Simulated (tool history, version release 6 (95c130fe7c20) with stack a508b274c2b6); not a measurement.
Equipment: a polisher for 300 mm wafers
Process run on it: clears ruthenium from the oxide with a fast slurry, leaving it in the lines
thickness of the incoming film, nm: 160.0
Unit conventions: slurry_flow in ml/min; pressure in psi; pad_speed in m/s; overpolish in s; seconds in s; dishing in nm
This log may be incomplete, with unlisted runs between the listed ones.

Run 1, day 0: slurry_flow 230 ml/min, pressure 2.3 psi, pad_speed 1.2 m/s, slurry_solids 1, overpolish 24 s. Result: seconds 34.106 s, dishing 85.895 nm.
Run 2, day 0.112: slurry_flow 230 ml/min, pressure 2.3 psi, pad_speed 1.2 m/s, slurry_solids 1.2, overpolish 24 s. Result: seconds 32.244 s, dishing 89.908 nm.
Run 3, day 0.35: slurry_flow 230 ml/min, pressure 2.1 psi, pad_speed 1.2 m/s, slurry_solids 1.2, overpolish 24 s. Result: seconds 35.885 s, dishing 85.461 nm.
Run 4, day 0.525: slurry_flow 230 ml/min, pressure 2 psi, pad_speed 1.2 m/s, slurry_solids 1.2, overpolish 24 s. Result: seconds 37.721 s, dishing 78.862 nm.
Run 5, day 0.892: slurry_flow 230 ml/min, pressure 1.9 psi, pad_speed 1.2 m/s, slurry_solids 1.2, overpolish 25 s. Result: seconds 38.773 s, dishing 82.7 nm.
Run 6, day 1.25: slurry_flow 230 ml/min, pressure 1.8 psi, pad_speed 1.2 m/s, slurry_solids 1.2, overpolish 25 s. Result: seconds 39.461 s, dishing 79.553 nm.

Predict the results of run 7:
Run 7, day 1.433: slurry_flow 230 ml/min, pressure 1.7 psi, pad_speed 1.2 m/s, slurry_solids 1.2, overpolish 26 s. Result: seconds ?, dishing ?.

{"run 7": {"seconds": 42.609, "dishing": 75.923}}

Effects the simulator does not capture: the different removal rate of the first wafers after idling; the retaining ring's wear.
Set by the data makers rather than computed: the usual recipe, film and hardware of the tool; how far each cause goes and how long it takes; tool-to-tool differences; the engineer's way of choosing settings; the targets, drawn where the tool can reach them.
